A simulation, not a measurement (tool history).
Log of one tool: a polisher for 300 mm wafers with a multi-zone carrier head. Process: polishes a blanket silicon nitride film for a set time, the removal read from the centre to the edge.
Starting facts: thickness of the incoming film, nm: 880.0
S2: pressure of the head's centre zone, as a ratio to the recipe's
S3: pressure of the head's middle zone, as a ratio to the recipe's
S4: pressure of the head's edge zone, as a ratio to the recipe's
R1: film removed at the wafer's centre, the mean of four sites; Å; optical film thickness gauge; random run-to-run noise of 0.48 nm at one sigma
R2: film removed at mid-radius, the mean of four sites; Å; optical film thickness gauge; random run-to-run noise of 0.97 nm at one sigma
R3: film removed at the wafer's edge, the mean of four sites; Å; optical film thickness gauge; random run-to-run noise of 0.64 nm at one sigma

{"run": 1, "hour": 0.0, "flow of slurry (ml/min)": 255, "S2": 1, "S3": 1, "S4": 1, "polishing time (s)": 79, "R1": 1124.8, "R2": 1149, "R3": 1119.7}
{"run": 2, "hour": 7.9, "flow of slurry (ml/min)": 255, "S2": 1, "S3": 1.03, "S4": 1, "polishing time (s)": 79, "R1": 1140.3, "R2": 1187.1, "R3": 1102.7}
{"run": 3, "hour": 16.6, "flow of slurry (ml/min)": 285, "S2": 1, "S3": 1.03, "S4": 1, "polishing time (s)": 79, "R1": 1162.2, "R2": 1195, "R3": 1130.9}
{"run": 4, "hour": 18.9, "flow of slurry (ml/min)": 265, "S2": 0.98, "S3": 0.98, "S4": 0.96, "polishing time (s)": 70, "R1": 996.22, "R2": 1023.6, "R3": 976.9}
{"run": 5, "hour": 21.7, "flow of slurry (ml/min)": 205, "S2": 0.98, "S3": 0.98, "S4": 0.96, "polishing time (s)": 70, "R1": 953.92, "R2": 958.62, "R3": 951.37}
{"run": 6, "hour": 30.4, "flow of slurry (ml/min)": 230, "S2": 0.98, "S3": 0.98, "S4": 0.96, "polishing time (s)": 70, "R1": 970.84, "R2": 999.16, "R3": 974.14}

Run 7, settings as shown, results not yet in. Your forecast:
{"run": 7, "hour": 33.8, "flow of slurry (ml/min)": 225, "S2": 0.97, "S3": 0.95, "S4": 0.94, "polishing time (s)": 63, "R1": "?", "R2": "?", "R3": "?"}

{"run 7": {"R1": 876.09, "R2": 896.01, "R3": 855.51}}
